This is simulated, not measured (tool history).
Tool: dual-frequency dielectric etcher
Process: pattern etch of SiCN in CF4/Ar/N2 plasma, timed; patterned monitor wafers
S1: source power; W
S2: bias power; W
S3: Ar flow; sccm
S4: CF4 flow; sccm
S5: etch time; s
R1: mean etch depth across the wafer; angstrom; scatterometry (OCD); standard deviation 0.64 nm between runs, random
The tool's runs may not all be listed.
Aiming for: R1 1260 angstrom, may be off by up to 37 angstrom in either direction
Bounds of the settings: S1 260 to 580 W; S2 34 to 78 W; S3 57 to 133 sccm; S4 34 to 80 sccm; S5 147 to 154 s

run    day   S1  S2  S3  S4   S5      R1
  1      0  420  56  95  57  147  1102.9
  2   0.05  440  56  95  57  147  1139.6
  3  0.346  450  56  95  57  147  1163.4
  4  0.638  460  56  95  57  147  1173.2
  5  0.804  460  56  95  63  147  1201.7
  6  0.904  410  56  95  63  147  1092.1
  7  0.983  430  57  95  63  147  1143.3
  8  1.233  440  57  95  63  147  1162.6

Which single option among these 5 for the next run brings every result within its allowed miss of target? Just one does.
  A  1.483  450  55   98  63    151   ?
  B  1.483  440  50   90  60  150.5   ?
  C  1.483  460  68  101  61  150.5   ?
  D  1.483  450  58   95  63    153   ?
  E  1.483  560  49   92  64    147   ?

move      R1
   A  1189.4
   B  1120.4
   C  1324.6
   D    1242
   E  1321.9
A: better than the last run, though not everything is in spec
B: misses by more than the last run did
C: moves the result that the last run missed by most past its target, out the other side
D: hits every target within its allowed miss
E: moves the result that the last run missed by most past its target, out the other side
The move that meets every target is D.

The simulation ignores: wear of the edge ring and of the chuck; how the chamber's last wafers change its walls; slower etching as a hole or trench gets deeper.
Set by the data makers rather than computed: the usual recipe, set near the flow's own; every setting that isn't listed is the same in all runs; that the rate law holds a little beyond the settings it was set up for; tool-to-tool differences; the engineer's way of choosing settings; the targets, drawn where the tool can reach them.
